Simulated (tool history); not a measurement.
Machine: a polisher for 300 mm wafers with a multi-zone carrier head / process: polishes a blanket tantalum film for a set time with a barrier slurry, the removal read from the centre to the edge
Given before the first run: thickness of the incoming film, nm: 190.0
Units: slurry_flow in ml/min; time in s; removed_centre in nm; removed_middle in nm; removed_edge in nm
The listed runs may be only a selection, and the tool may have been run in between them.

Run 1, hour 0: slurry_flow 275 ml/min, centre_zone 1, middle_zone 1, edge_zone 1, slurry_solids 1, time 44 s. Result: removed_centre 58.772 nm, removed_middle 59.654 nm, removed_edge 58.531 nm.
Run 2, hour 3.3: slurry_flow 275 ml/min, centre_zone 1, middle_zone 1, edge_zone 1.03, slurry_solids 1, time 44 s. Result: removed_centre 58.267 nm, removed_middle 60.463 nm, removed_edge 60.775 nm.
Run 3, hour 10: slurry_flow 280 ml/min, centre_zone 1.02, middle_zone 1.03, edge_zone 1.07, slurry_solids 1.05, time 44 s. Result: removed_centre 59.233 nm, removed_middle 61.614 nm, removed_edge 61.461 nm.
Run 4, hour 10.6: slurry_flow 280 ml/min, centre_zone 1.02, middle_zone 0.96, edge_zone 1.07, slurry_solids 1.05, time 44 s. Result: removed_centre 59.232 nm, removed_middle 59.233 nm, removed_edge 60.808 nm.
Run 5, hour 18.1: slurry_flow 310 ml/min, centre_zone 1.02, middle_zone 0.96, edge_zone 1.07, slurry_solids 1.05, time 44 s. Result: removed_centre 60.041 nm, removed_middle 58.861 nm, removed_edge 62.524 nm.
Run 6, hour 23.1: slurry_flow 315 ml/min, centre_zone 1.02, middle_zone 1, edge_zone 1.08, slurry_solids 1.15, time 44 s. Result: removed_centre 60.835 nm, removed_middle 63.032 nm, removed_edge 64.993 nm.
Run 7, hour 32: slurry_flow 320 ml/min, centre_zone 1.03, middle_zone 1.02, edge_zone 1.09, slurry_solids 1.2, time 44 s. Result: removed_centre 62.306 nm, removed_middle 63.678 nm, removed_edge 66.081 nm.
Run 8, hour 36.8: slurry_flow 320 ml/min, centre_zone 1.03, middle_zone 1.05, edge_zone 1.09, slurry_solids 1.25, time 44 s. Result: removed_centre 63.439 nm, removed_middle 65.618 nm, removed_edge 65.535 nm.
Run 9, hour 44.7: slurry_flow 325 ml/min, centre_zone 1.02, middle_zone 1.06, edge_zone 1.11, slurry_solids 1.3, time 44 s. Result: removed_centre 62.922 nm, removed_middle 66.437 nm, removed_edge 67.349 nm.

Run 10 has not been measured yet. What should we expect?
Run 10, hour 46.4: slurry_flow 325 ml/min, centre_zone 1.02, middle_zone 1.06, edge_zone 1.11, slurry_solids 1.3, time 44 s. Result: removed_centre ?, removed_middle ?, removed_edge ?.

Run 10 came out at removed_centre 62.955 nm, removed_middle 67.431 nm, removed_edge 68.292 nm.

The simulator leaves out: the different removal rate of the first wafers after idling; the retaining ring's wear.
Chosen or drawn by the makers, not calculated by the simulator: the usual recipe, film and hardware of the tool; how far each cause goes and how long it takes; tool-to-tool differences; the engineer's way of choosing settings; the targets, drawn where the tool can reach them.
